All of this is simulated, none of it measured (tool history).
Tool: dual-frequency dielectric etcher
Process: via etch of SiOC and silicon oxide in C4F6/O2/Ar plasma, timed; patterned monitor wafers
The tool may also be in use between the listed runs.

| run | hour | source power (kW) | bias power (kW) | etch time (s) | mean etch depth across the wafer (nm) |
|---|---|---|---|---|---|
| 1 | 0 | 0.33 | 0.235 | 86.5 | 97.61 |
| 2 | 4.6 | 0.34 | 0.238 | 86.5 | 98.817 |
| 3 | 8.5 | 0.39 | 0.238 | 86.5 | 104.15 |
| 4 | 15 | 0.4 | 0.24 | 86.5 | 103.94 |
| 5 | 18.7 | 0.41 | 0.244 | 86.5 | 105.1 |
| 6 | 20.6 | 0.41 | 0.244 | 86.5 | 105.97 |

Run 7 is up next; what results do you expect?
| 7 | 26.1 | 0.42 | 0.246 | 86.5 | ? |

{"run 7": {"mean etch depth across the wafer (nm)": 106.89}}

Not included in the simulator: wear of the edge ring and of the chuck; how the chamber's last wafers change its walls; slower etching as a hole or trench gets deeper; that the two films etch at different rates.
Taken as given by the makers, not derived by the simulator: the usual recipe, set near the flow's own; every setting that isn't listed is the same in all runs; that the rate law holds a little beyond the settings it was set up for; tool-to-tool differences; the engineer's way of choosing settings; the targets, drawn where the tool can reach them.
